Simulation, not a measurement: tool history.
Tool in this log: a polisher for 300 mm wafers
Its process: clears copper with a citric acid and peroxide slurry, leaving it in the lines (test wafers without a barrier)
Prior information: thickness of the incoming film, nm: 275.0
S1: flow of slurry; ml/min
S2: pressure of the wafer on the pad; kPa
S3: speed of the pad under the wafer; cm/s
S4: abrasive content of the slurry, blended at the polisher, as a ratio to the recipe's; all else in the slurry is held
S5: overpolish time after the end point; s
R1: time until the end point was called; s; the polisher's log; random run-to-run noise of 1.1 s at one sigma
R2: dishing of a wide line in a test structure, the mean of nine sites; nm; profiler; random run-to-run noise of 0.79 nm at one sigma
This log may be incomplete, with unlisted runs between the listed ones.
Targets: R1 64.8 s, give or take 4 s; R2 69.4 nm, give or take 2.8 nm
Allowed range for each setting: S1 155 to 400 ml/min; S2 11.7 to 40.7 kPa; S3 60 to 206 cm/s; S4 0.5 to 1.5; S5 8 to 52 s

Run 1, hour 0: S1 255 ml/min, S2 26.2 kPa, S3 132 cm/s, S4 1, S5 26 s. Result: R1 78.664 s, R2 48.321 nm.
Run 2, hour 5: S1 255 ml/min, S2 26.9 kPa, S3 132 cm/s, S4 1, S5 27 s. Result: R1 79.355 s, R2 50.597 nm.
Run 3, hour 10.4: S1 255 ml/min, S2 26.9 kPa, S3 132 cm/s, S4 1, S5 21 s. Result: R1 78.767 s, R2 42.176 nm.
Run 4, hour 13.4: S1 255 ml/min, S2 27.6 kPa, S3 132 cm/s, S4 1, S5 23 s. Result: R1 76.406 s, R2 45.628 nm.
Run 5, hour 17.7: S1 255 ml/min, S2 28.3 kPa, S3 132 cm/s, S4 1, S5 25 s. Result: R1 76.904 s, R2 50.039 nm.
Run 6, hour 23.1: S1 315 ml/min, S2 28.3 kPa, S3 132 cm/s, S4 1, S5 25 s. Result: R1 71.945 s, R2 50.184 nm.
Run 7, hour 30.1: S1 310 ml/min, S2 29 kPa, S3 132 cm/s, S4 1, S5 26 s. Result: R1 75.049 s, R2 51.889 nm.
Run 8, hour 35.7: S1 310 ml/min, S2 30.3 kPa, S3 132 cm/s, S4 1, S5 27 s. Result: R1 68.069 s, R2 54.585 nm.
Run 9, hour 38.5: S1 310 ml/min, S2 30.3 kPa, S3 132 cm/s, S4 1, S5 27 s. Result: R1 69.795 s, R2 54.332 nm.
Run 10, hour 42.1: S1 310 ml/min, S2 31 kPa, S3 132 cm/s, S4 1, S5 28 s. Result: R1 69.589 s, R2 56.654 nm.
Run 11, hour 50.5: S1 310 ml/min, S2 31.7 kPa, S3 132 cm/s, S4 1, S5 29 s. Result: R1 67.79 s, R2 59.729 nm.
Run 12, hour 53: S1 310 ml/min, S2 31.7 kPa, S3 132 cm/s, S4 1, S5 30 s. Result: R1 67.293 s, R2 58.818 nm.
Run 13, hour 61.5: S1 310 ml/min, S2 31.7 kPa, S3 132 cm/s, S4 1, S5 31 s. Result: R1 66.756 s, R2 61.115 nm.
Run 14, hour 68: S1 310 ml/min, S2 31.7 kPa, S3 132 cm/s, S4 1, S5 32 s. Result: R1 69.141 s, R2 61.945 nm.
Run 15, hour 69.3: S1 310 ml/min, S2 32.4 kPa, S3 132 cm/s, S4 1, S5 32 s. Result: R1 67.931 s, R2 62.502 nm.

Of the 5 settings listed for the next run, only one would bring every result within its allowed miss of target. Which one?
Run A, hour 70.6: S1 310 ml/min, S2 33.1 kPa, S3 122 cm/s, S4 0.7, S5 28 s. Result: R1 ?, R2 ?.
Run B, hour 70.6: S1 300 ml/min, S2 32.4 kPa, S3 146 cm/s, S4 0.9, S5 37 s. Result: R1 ?, R2 ?.
Run C, hour 70.6: S1 280 ml/min, S2 37.2 kPa, S3 136 cm/s, S4 1.05, S5 29 s. Result: R1 ?, R2 ?.
Run D, hour 70.6: S1 310 ml/min, S2 31 kPa, S3 136 cm/s, S4 0.95, S5 30 s. Result: R1 ?, R2 ?.
Run E, hour 70.6: S1 290 ml/min, S2 28.3 kPa, S3 132 cm/s, S4 0.95, S5 28 s. Result: R1 ?, R2 ?.

move      R1      R2
   A   75.72  53.883
   B  64.693  70.357
   C  58.451  65.597
   D   68.89  59.734
   E  76.046  53.189
A: lands further from the targets than the last run did
B: hits every target within its allowed miss
C: closer than the last run, but not yet in spec
D: lands further from the targets than the last run did
E: lands further from the targets than the last run did
The right move is B.
